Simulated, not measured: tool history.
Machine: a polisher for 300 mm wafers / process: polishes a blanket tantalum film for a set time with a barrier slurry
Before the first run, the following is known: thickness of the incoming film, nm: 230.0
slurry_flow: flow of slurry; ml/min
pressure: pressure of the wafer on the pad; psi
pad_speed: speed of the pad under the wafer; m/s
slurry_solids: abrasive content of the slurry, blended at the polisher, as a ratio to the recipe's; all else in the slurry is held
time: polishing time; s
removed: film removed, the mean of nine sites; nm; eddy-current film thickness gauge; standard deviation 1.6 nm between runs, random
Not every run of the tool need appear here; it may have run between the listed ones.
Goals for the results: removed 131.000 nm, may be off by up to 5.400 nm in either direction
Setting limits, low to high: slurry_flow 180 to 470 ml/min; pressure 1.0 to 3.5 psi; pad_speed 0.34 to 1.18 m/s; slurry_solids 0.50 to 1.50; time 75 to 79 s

run	hour	slurry_flow	pressure	pad_speed	slurry_solids	time	removed
1	0.0	300	2.2	0.76	1.00	75	86.029
2	4.9	300	2.7	0.76	1.00	75	104.450
3	7.5	300	2.8	0.76	1.00	75	108.290
4	12.8	300	2.8	0.76	0.80	75	104.330
5	19.2	300	2.6	0.76	0.80	75	94.602
6	21.8	300	2.7	0.76	0.80	75	97.382
7	25.0	300	2.8	0.76	0.80	75	102.980
8	28.8	300	2.9	0.76	0.80	75	107.050
9	36.9	300	2.9	0.76	0.80	75	103.120
10	41.8	300	2.9	0.76	0.80	75	106.910
11	50.6	300	3.0	0.76	0.80	75	106.810
12	53.7	300	3.1	0.76	0.80	75	114.910
13	61.6	300	3.2	0.76	0.80	75	118.640
14	65.7	300	3.3	0.76	0.80	75	122.200
15	74.3	300	3.3	0.76	0.80	75	120.360

Which one of the following 4 next-run settings gets every result inside its allowed miss? There is exactly one.
A	82.9	355	3.2	0.80	0.90	76	?
B	82.9	275	3.3	0.84	0.80	79	?
C	82.9	315	3.3	0.68	0.95	76	?
D	82.9	290	3.5	0.90	0.55	79	?

move	removed
A	131.780
B	140.550
C	116.660
D	142.820
A: all results in spec
B: carries the result that was furthest off beyond its target, to the other side
C: misses by more than the last run did
D: carries the result that was furthest off beyond its target, to the other side
The right move is A.
